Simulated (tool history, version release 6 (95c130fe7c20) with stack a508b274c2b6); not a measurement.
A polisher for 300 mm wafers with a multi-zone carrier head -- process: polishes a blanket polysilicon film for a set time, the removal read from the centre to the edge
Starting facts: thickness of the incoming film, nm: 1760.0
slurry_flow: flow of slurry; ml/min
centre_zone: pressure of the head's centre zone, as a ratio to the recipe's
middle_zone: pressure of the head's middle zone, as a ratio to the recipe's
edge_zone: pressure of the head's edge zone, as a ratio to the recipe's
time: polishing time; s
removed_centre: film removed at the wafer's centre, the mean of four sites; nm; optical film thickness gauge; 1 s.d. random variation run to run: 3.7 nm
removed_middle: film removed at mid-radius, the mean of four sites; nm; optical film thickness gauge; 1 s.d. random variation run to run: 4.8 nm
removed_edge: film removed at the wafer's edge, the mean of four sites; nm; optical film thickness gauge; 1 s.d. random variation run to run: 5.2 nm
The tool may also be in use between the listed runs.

run 1 day=0 | slurry_flow=135 centre_zone=1 middle_zone=1 edge_zone=1 time=65 | removed_centre=516.48 removed_middle=537.27 removed_edge=526.81
run 2 day=0.025 | slurry_flow=145 centre_zone=0.99 middle_zone=1.01 edge_zone=1.03 time=66 | removed_centre=523.37 removed_middle=555.69 removed_edge=549.16
run 3 day=0.162 | slurry_flow=145 centre_zone=0.99 middle_zone=1.01 edge_zone=0.97 time=66 | removed_centre=525.06 removed_middle=548.21 removed_edge=528.5
run 4 day=0.508 | slurry_flow=150 centre_zone=0.99 middle_zone=1.02 edge_zone=1 time=66 | removed_centre=523.47 removed_middle=565.24 removed_edge=539.37
run 5 day=0.817 | slurry_flow=150 centre_zone=0.99 middle_zone=1.02 edge_zone=0.92 time=66 | removed_centre=528.76 removed_middle=562.98 removed_edge=520.43
run 6 day=1.154 | slurry_flow=150 centre_zone=0.99 middle_zone=1.02 edge_zone=0.92 time=53 | removed_centre=421.93 removed_middle=455.42 removed_edge=419.7
run 7 day=1.354 | slurry_flow=150 centre_zone=0.99 middle_zone=1.03 edge_zone=0.96 time=56 | removed_centre=444.27 removed_middle=480.5 removed_edge=449.21

What does the tool deliver on the next run?
run 8 day=1.625 | slurry_flow=150 centre_zone=0.99 middle_zone=1.03 edge_zone=0.99 time=58 | removed_centre=? removed_middle=? removed_edge=?

{"run 8": {"removed_centre": 468.57, "removed_middle": 501.31, "removed_edge": 462.3}}

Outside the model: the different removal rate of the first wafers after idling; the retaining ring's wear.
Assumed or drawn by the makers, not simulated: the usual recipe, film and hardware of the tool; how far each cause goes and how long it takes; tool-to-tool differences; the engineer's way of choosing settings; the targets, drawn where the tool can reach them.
